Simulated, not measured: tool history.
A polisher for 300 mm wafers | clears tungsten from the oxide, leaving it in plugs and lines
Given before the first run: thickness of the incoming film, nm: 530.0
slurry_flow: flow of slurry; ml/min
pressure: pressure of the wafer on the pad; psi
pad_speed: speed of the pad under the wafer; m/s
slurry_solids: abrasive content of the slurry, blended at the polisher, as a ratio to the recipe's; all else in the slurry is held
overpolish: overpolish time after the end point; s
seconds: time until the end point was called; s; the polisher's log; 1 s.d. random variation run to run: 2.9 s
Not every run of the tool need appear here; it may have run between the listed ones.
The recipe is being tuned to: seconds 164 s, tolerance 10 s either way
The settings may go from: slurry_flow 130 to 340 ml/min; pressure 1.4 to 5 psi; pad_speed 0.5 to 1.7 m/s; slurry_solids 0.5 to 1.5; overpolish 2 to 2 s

Run 1, hour 0: slurry_flow 220 ml/min, pressure 3.2 psi, pad_speed 1.1 m/s, slurry_solids 1, overpolish 2 s. Result: seconds 111.9 s.
Run 2, hour 1.6: slurry_flow 220 ml/min, pressure 3 psi, pad_speed 1.1 m/s, slurry_solids 1, overpolish 2 s. Result: seconds 122.43 s.
Run 3, hour 7.8: slurry_flow 220 ml/min, pressure 2.9 psi, pad_speed 1.1 m/s, slurry_solids 1, overpolish 2 s. Result: seconds 123.7 s.
Run 4, hour 10.3: slurry_flow 185 ml/min, pressure 2.9 psi, pad_speed 1.1 m/s, slurry_solids 1, overpolish 2 s. Result: seconds 126.77 s.
Run 5, hour 16.1: slurry_flow 185 ml/min, pressure 2.8 psi, pad_speed 1.1 m/s, slurry_solids 1, overpolish 2 s. Result: seconds 128.08 s.
Run 6, hour 21.7: slurry_flow 185 ml/min, pressure 2.7 psi, pad_speed 1.1 m/s, slurry_solids 1, overpolish 2 s. Result: seconds 138.81 s.
Run 7, hour 25: slurry_flow 185 ml/min, pressure 2.6 psi, pad_speed 1.1 m/s, slurry_solids 1, overpolish 2 s. Result: seconds 140.65 s.
At hour 29: head pressure recalibrated.
Run 8, hour 29: slurry_flow 185 ml/min, pressure 2.5 psi, pad_speed 1.1 m/s, slurry_solids 1, overpolish 2 s. Result: seconds 138.96 s.
Run 9, hour 32.8: slurry_flow 185 ml/min, pressure 2.4 psi, pad_speed 1.1 m/s, slurry_solids 1, overpolish 2 s. Result: seconds 145.83 s.

Exercise: of the 5 proposed moves below, exactly one satisfies all targets within the stated allowed misses. Which move is it?
Run A, hour 36.6: slurry_flow 190 ml/min, pressure 2.6 psi, pad_speed 1.06 m/s, slurry_solids 1, overpolish 2 s. Result: seconds ?.
Run B, hour 36.6: slurry_flow 170 ml/min, pressure 2.7 psi, pad_speed 1.08 m/s, slurry_solids 1.05, overpolish 2 s. Result: seconds ?.
Run C, hour 36.6: slurry_flow 190 ml/min, pressure 2.5 psi, pad_speed 1.02 m/s, slurry_solids 1.1, overpolish 2 s. Result: seconds ?.
Run D, hour 36.6: slurry_flow 195 ml/min, pressure 2.2 psi, pad_speed 1.02 m/s, slurry_solids 1.2, overpolish 2 s. Result: seconds ?.
Run E, hour 36.6: slurry_flow 225 ml/min, pressure 2.3 psi, pad_speed 1.08 m/s, slurry_solids 1.15, overpolish 2 s. Result: seconds ?.

move  seconds
   A   140.65
   B   133.83
   C   147.93
   D   162.91
   E   146.53
A: misses by more than the last run did
B: misses by more than the last run did
C: moves toward the targets from the last run without getting all of them in spec
D: in spec on every target
E: about as far from the targets as the last run
The move that meets every target is D.

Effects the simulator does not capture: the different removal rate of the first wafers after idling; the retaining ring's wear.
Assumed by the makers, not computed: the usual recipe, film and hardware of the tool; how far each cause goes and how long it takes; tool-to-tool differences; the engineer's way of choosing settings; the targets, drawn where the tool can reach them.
